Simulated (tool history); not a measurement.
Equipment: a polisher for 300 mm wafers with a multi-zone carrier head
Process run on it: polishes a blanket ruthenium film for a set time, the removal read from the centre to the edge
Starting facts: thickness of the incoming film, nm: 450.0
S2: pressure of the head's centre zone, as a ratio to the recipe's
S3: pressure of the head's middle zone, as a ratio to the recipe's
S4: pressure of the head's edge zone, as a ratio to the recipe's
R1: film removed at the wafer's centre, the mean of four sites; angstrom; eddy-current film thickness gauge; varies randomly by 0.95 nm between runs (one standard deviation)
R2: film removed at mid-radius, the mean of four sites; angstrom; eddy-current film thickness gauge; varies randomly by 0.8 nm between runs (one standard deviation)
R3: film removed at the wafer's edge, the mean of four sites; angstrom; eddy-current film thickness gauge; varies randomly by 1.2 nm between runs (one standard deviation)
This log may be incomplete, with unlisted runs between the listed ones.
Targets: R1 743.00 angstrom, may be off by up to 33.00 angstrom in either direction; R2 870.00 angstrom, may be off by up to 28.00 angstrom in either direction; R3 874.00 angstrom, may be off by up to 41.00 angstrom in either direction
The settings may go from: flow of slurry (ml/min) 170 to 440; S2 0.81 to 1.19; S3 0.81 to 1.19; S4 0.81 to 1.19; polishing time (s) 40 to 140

run 1 hour=0.0 | flow_of_slurry_(ml/min)=280 S2=1.00 S3=1.00 S4=1.00 polishing_time_(s)=90 | R1=1416.00 R2=1286.50 R3=1285.40
run 2 hour=3.1 | flow_of_slurry_(ml/min)=265 S2=0.94 S3=1.01 S4=1.02 polishing_time_(s)=79 | R1=1161.60 R2=1138.40 R3=1131.70
run 3 hour=8.7 | flow_of_slurry_(ml/min)=265 S2=0.94 S3=1.07 S4=1.02 polishing_time_(s)=79 | R1=1174.90 R2=1188.50 R3=1125.90
run 4 hour=11.9 | flow_of_slurry_(ml/min)=265 S2=0.94 S3=1.14 S4=1.02 polishing_time_(s)=79 | R1=1185.10 R2=1251.00 R3=1155.40
run 5 hour=15.3 | flow_of_slurry_(ml/min)=265 S2=1.01 S3=1.14 S4=1.02 polishing_time_(s)=79 | R1=1258.90 R2=1243.20 R3=1155.70
run 6 hour=17.4 | flow_of_slurry_(ml/min)=265 S2=1.01 S3=1.19 S4=1.02 polishing_time_(s)=79 | R1=1250.50 R2=1287.00 R3=1139.80
run 7 hour=24.9 | flow_of_slurry_(ml/min)=250 S2=0.95 S3=1.16 S4=1.05 polishing_time_(s)=70 | R1=1044.40 R2=1096.40 R3=1028.60
run 8 hour=32.9 | flow_of_slurry_(ml/min)=240 S2=0.91 S3=1.16 S4=1.07 polishing_time_(s)=66 | R1=924.65 R2=1019.90 R3=961.71
run 9 hour=33.6 | flow_of_slurry_(ml/min)=230 S2=0.88 S3=1.15 S4=1.09 polishing_time_(s)=64 | R1=862.20 R2=983.34 R3=945.80
run 10 hour=38.4 | flow_of_slurry_(ml/min)=220 S2=0.86 S3=1.13 S4=1.09 polishing_time_(s)=62 | R1=828.88 R2=924.94 R3=918.96
-- hour=41.9 centre zone pressure recalibrated
run 11 hour=41.9 | flow_of_slurry_(ml/min)=215 S2=0.84 S3=1.13 S4=1.09 polishing_time_(s)=61 | R1=696.95 R2=908.31 R3=911.06
run 12 hour=47.2 | flow_of_slurry_(ml/min)=225 S2=0.85 S3=1.12 S4=1.09 polishing_time_(s)=60 | R1=708.78 R2=914.78 R3=891.56
run 13 hour=49.4 | flow_of_slurry_(ml/min)=215 S2=0.86 S3=1.12 S4=1.09 polishing_time_(s)=60 | R1=705.61 R2=901.76 R3=891.94

Consider the 5 candidate settings below. Which is the only one whose results all fall within their allowed miss of target?
run A hour=51.6 | flow_of_slurry_(ml/min)=325 S2=1.00 S3=1.12 S4=1.19 polishing_time_(s)=55 | R1=? R2=? R3=?
run B hour=51.6 | flow_of_slurry_(ml/min)=260 S2=0.94 S3=0.99 S4=1.19 polishing_time_(s)=56 | R1=? R2=? R3=?
run C hour=51.6 | flow_of_slurry_(ml/min)=220 S2=0.85 S3=1.17 S4=1.07 polishing_time_(s)=58 | R1=? R2=? R3=?
run D hour=51.6 | flow_of_slurry_(ml/min)=245 S2=0.88 S3=1.19 S4=1.07 polishing_time_(s)=59 | R1=? R2=? R3=?
run E hour=51.6 | flow_of_slurry_(ml/min)=305 S2=0.90 S3=1.08 S4=1.14 polishing_time_(s)=57 | R1=? R2=? R3=?

move=A R1=795.20 R2=867.21 R3=845.80
move=B R1=739.96 R2=799.62 R3=846.46
move=C R1=675.52 R2=897.43 R3=818.30
move=D R1=723.98 R2=936.88 R3=841.81
move=E R1=735.78 R2=873.73 R3=854.94
A: the furthest-off result lands on target, but another misses its tolerance
B: moves the result that the last run missed by most past its target, out the other side
C: the furthest-off result lands on target, but another misses its tolerance
D: its largest miss is bigger than the last run's
E: each result inside its tolerance
So the answer is move E, the one that meets all the targets.
